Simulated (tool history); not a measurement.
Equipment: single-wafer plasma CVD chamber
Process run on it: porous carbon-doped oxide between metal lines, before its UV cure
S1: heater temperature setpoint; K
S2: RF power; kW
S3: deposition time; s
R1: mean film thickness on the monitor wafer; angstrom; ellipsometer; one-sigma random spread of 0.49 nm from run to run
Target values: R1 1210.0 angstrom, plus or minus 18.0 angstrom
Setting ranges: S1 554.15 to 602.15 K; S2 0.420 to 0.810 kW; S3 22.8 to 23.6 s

{"run": 1, "hour": 0.0, "S1": 578.15, "S2": 0.615, "S3": 22.8, "R1": 1466.0}
{"run": 2, "hour": 6.4, "S1": 578.15, "S2": 0.615, "S3": 22.8, "R1": 1469.8}
{"run": 3, "hour": 9.0, "S1": 578.15, "S2": 0.615, "S3": 23.6, "R1": 1519.5}
{"run": 4, "hour": 17.4, "S1": 578.15, "S2": 0.615, "S3": 23.6, "R1": 1524.1}
{"run": 5, "hour": 23.5, "S1": 578.15, "S2": 0.695, "S3": 23.6, "R1": 1672.8}
{"run": 6, "hour": 29.7, "S1": 581.15, "S2": 0.67, "S3": 23.6, "R1": 1586.4}
{"run": 7, "hour": 38.3, "S1": 584.15, "S2": 0.65, "S3": 23.6, "R1": 1533.3}
{"run": 8, "hour": 45.5, "S1": 586.15, "S2": 0.63, "S3": 23.6, "R1": 1486.6}
{"run": 9, "hour": 52.6, "S1": 588.15, "S2": 0.61, "S3": 23.6, "R1": 1425.8}
{"run": 10, "hour": 55.3, "S1": 590.15, "S2": 0.6, "S3": 23.6, "R1": 1390.1}
{"run": 11, "hour": 61.7, "S1": 592.15, "S2": 0.59, "S3": 23.6, "R1": 1356.3}
{"run": 12, "hour": 63.3, "S1": 593.15, "S2": 0.58, "S3": 23.6, "R1": 1333.6}
{"run": 13, "hour": 67.3, "S1": 602.15, "S2": 0.525, "S3": 23.5, "R1": 1172.7}
{"run": 14, "hour": 73.6, "S1": 602.15, "S2": 0.525, "S3": 23.5, "R1": 1159.8}
{"run": 15, "hour": 76.2, "S1": 601.15, "S2": 0.525, "S3": 23.5, "R1": 1172.0}
{"run": 16, "hour": 82.9, "S1": 600.15, "S2": 0.525, "S3": 23.5, "R1": 1180.7}
{"run": 17, "hour": 90.8, "S1": 599.15, "S2": 0.525, "S3": 23.5, "R1": 1180.6}

Pick the move, out of 5, that brings all results within their allowed miss; only one does.
{"run": "A", "hour": 98.7, "S1": 590.15, "S2": 0.515, "S3": 23.1, "R1": "?"}
{"run": "B", "hour": 98.7, "S1": 601.15, "S2": 0.52, "S3": 23.6, "R1": "?"}
{"run": "C", "hour": 98.7, "S1": 598.15, "S2": 0.505, "S3": 23.6, "R1": "?"}
{"run": "D", "hour": 98.7, "S1": 602.15, "S2": 0.53, "S3": 23.1, "R1": "?"}
{"run": "E", "hour": 98.7, "S1": 594.15, "S2": 0.51, "S3": 22.8, "R1": "?"}

move=A R1=1209.9
move=B R1=1170.6
move=C R1=1162.0
move=D R1=1158.1
move=E R1=1158.5
A: in spec on every target
B: further off than the last run
C: further off than the last run
D: further off than the last run
E: further off than the last run
Go with A: it meets all targets.

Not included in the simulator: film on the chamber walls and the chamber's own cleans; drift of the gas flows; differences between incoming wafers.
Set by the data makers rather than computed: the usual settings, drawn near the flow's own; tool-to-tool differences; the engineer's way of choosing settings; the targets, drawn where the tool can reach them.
